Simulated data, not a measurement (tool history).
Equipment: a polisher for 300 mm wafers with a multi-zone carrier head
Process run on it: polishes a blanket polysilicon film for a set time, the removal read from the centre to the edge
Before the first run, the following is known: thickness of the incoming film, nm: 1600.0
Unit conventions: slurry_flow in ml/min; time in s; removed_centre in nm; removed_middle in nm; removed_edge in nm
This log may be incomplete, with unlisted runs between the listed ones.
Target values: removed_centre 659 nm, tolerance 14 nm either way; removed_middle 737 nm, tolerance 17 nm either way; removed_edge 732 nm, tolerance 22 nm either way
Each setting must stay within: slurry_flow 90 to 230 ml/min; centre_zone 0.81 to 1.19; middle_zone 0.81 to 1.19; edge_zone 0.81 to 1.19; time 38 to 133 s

run	hour	slurry_flow	centre_zone	middle_zone	edge_zone	time	removed_centre	removed_middle	removed_edge
1	0	150	1	1	1	85	603.06	618.51	611.2
2	0.6	170	0.99	1.02	1.05	86	617.23	637.46	644.03
3	4.8	180	0.98	1.05	1.08	87	622.5	668.53	662.55
4	13.4	180	0.98	1.05	1.02	87	625.29	670.95	645.62
5	14.5	180	0.98	1.05	1.02	66	476.81	508.27	490.59
6	18.8	180	1.02	1.05	1.02	66	493.71	511.2	487.45
7	24.7	180	1.01	1.07	1.06	74	540.19	582.37	551.81
8	27.9	180	1.01	1.07	1.06	74	543.92	569.78	552.25
9	31.3	180	1.01	1.07	1.06	74	551.7	576.73	550.99
10	34	185	0.99	1.08	1.09	79	566.87	619.33	606.7
11	39.9	225	1.04	1.15	1.19	88	681.8	732.61	711.27
12	46.8	220	1.03	1.14	1.19	89	676.32	746.51	728.02

Which single option among these 5 for the next run brings every result within its allowed miss of target? Just one does.
A	53.7	225	0.98	1.11	1.19	90	?	?	?
B	53.7	205	0.89	0.99	1.19	99	?	?	?
C	53.7	170	0.87	1.12	1.19	99	?	?	?
D	53.7	220	1.04	1.04	1.19	90	?	?	?
E	53.7	210	0.91	1.01	1.19	97	?	?	?

move	removed_centre	removed_middle	removed_edge
A	662.22	739.75	729.83
B	660.77	740.34	797.79
C	632.3	793.36	783.75
D	696.07	702.83	729.09
E	662.31	737.99	783.06
A: every result lands within tolerance
B: the worst result of the last run now meets its target, but another is out of spec
C: moves the result that the last run missed by most past its target, out the other side
D: the biggest miss grows against the last run
E: the worst result of the last run now meets its target, but another is out of spec
The right move is A.

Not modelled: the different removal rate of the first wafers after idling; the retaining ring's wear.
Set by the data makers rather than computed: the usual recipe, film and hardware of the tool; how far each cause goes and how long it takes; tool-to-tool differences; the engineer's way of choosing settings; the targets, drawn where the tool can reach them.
